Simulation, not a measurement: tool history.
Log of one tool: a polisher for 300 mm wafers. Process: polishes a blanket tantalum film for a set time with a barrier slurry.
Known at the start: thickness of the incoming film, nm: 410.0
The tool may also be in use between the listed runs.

run,hour,flow of slurry (ml/min),pressure of the wafer on the pad (psi),speed of the pad under the wafer (m/s),abrasive content of the slurry,polishing time (s),film removed (Å)
1,0.0,210,1.2,0.84,1.0,42,300.710
2,7.6,210,1.1,0.78,1.0,42,256.700
3,10.1,210,1.0,0.74,1.0,42,224.670
4,11.0,240,1.0,0.74,1.0,42,226.930
5,12.6,240,1.0,0.70,1.0,42,213.170
6,17.6,240,0.9,0.70,1.0,42,194.550
7,24.0,240,0.9,0.66,1.0,42,183.590
8,25.6,210,0.6,0.42,0.9,42,78.106
9,30.3,220,0.6,0.42,0.9,42,79.495

Forecast run 10:
10,38.1,230,0.6,0.42,0.9,42,?

Run 10 gave film removed (Å) 79.043.

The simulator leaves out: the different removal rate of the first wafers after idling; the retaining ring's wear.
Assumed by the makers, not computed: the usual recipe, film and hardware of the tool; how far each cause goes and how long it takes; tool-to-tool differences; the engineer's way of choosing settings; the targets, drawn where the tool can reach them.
